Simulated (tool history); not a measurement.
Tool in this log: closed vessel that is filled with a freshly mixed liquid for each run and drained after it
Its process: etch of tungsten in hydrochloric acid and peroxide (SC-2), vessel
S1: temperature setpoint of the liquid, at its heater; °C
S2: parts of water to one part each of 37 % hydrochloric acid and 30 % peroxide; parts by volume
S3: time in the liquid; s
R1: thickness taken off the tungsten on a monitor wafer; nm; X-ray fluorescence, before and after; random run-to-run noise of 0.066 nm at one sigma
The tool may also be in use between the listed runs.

run	hour	S1	S2	S3	R1
1	0.0	60.0	7.0	100	26.902
2	4.0	58.5	7.0	100	24.566
3	13.1	54.0	7.0	100	18.331
4	17.5	53.5	7.0	100	17.679
5	26.3	53.5	9.0	100	14.485
6	28.9	54.0	9.0	100	14.876
7	30.8	54.5	9.0	100	15.503

Expected results for the next run?
8	33.3	55.0	9.0	100	?

R1: 15.962 nm

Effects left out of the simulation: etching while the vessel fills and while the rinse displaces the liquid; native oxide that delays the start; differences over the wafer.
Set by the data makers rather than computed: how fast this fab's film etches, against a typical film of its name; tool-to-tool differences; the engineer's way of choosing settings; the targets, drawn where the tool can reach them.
